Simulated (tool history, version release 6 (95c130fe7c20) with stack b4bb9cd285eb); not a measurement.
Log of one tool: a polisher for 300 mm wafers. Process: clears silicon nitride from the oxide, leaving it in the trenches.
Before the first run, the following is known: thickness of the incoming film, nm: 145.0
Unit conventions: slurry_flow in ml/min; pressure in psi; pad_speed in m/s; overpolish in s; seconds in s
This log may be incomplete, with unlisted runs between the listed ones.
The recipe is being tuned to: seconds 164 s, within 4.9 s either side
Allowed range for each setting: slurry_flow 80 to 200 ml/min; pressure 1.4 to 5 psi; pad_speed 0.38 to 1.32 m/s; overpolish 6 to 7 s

Run 1, day 0: slurry_flow 130 ml/min, pressure 3.2 psi, pad_speed 0.84 m/s, overpolish 7 s. Result: seconds 196.29 s.
Run 2, day 0.217: slurry_flow 100 ml/min, pressure 3.2 psi, pad_speed 0.84 m/s, overpolish 7 s. Result: seconds 207.5 s.
Run 3, day 0.271: slurry_flow 110 ml/min, pressure 3.3 psi, pad_speed 0.84 m/s, overpolish 7 s. Result: seconds 200.01 s.
Run 4, day 0.638: slurry_flow 110 ml/min, pressure 3.3 psi, pad_speed 0.84 m/s, overpolish 6 s. Result: seconds 200.19 s.
Run 5, day 0.779: slurry_flow 110 ml/min, pressure 3.8 psi, pad_speed 0.84 m/s, overpolish 6 s. Result: seconds 173.52 s.
Run 6, day 0.862: slurry_flow 110 ml/min, pressure 3.8 psi, pad_speed 1.04 m/s, overpolish 6 s. Result: seconds 140.88 s.
Run 7, day 1.179: slurry_flow 105 ml/min, pressure 3.7 psi, pad_speed 1.04 m/s, overpolish 6 s. Result: seconds 148.47 s.
Run 8, day 1.292: slurry_flow 100 ml/min, pressure 3.7 psi, pad_speed 1.04 m/s, overpolish 6 s. Result: seconds 146.2 s.
Run 9, day 1.596: slurry_flow 100 ml/min, pressure 3.6 psi, pad_speed 1.04 m/s, overpolish 6 s. Result: seconds 152.02 s.
Run 10, day 1.771: slurry_flow 95 ml/min, pressure 3.5 psi, pad_speed 1.04 m/s, overpolish 6 s. Result: seconds 155.3 s.

Which of these 4 next moves meets every target?
Run A, day 1.946: slurry_flow 80 ml/min, pressure 3.4 psi, pad_speed 1.12 m/s, overpolish 7 s. Result: seconds ?.
Run B, day 1.946: slurry_flow 95 ml/min, pressure 3.8 psi, pad_speed 1 m/s, overpolish 6 s. Result: seconds ?.
Run C, day 1.946: slurry_flow 85 ml/min, pressure 3.3 psi, pad_speed 1.08 m/s, overpolish 7 s. Result: seconds ?.
Run D, day 1.946: slurry_flow 95 ml/min, pressure 3.5 psi, pad_speed 1.08 m/s, overpolish 6 s. Result: seconds ?.

move  seconds
   A   156.63
   B   151.26
   C   164.83
   D    152.1
A: closer than the last run, but not yet in spec
B: misses by more than the last run did
C: in spec on every target
D: misses by more than the last run did
Correct choice: C, which meets every target
